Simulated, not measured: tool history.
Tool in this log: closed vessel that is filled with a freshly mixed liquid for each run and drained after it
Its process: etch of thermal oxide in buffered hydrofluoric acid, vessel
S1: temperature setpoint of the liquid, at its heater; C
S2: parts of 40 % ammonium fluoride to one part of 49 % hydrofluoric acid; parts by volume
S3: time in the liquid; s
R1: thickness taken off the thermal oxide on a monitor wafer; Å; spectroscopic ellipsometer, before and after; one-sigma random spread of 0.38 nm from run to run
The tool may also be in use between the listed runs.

Run 1, hour 0.0: S1 24.0 C, S2 15.0 parts by volume, S3 95 s. Result: R1 710.78 Å.
Run 2, hour 9.1: S1 23.5 C, S2 15.0 parts by volume, S3 95 s. Result: R1 686.34 Å.
Run 3, hour 15.9: S1 23.0 C, S2 15.0 parts by volume, S3 95 s. Result: R1 665.43 Å.
Run 4, hour 23.7: S1 22.5 C, S2 15.0 parts by volume, S3 95 s. Result: R1 656.56 Å.
Run 5, hour 28.9: S1 22.5 C, S2 15.0 parts by volume, S3 105 s. Result: R1 722.11 Å.
Run 6, hour 31.2: S1 20.0 C, S2 15.0 parts by volume, S3 105 s. Result: R1 627.18 Å.
Run 7, hour 40.4: S1 19.5 C, S2 15.0 parts by volume, S3 105 s. Result: R1 606.43 Å.

For run 8, what comes out?
Run 8, hour 46.5: S1 19.0 C, S2 15.0 parts by volume, S3 105 s. Result: R1 ?.

{"run 8": {"R1": 592.06}}
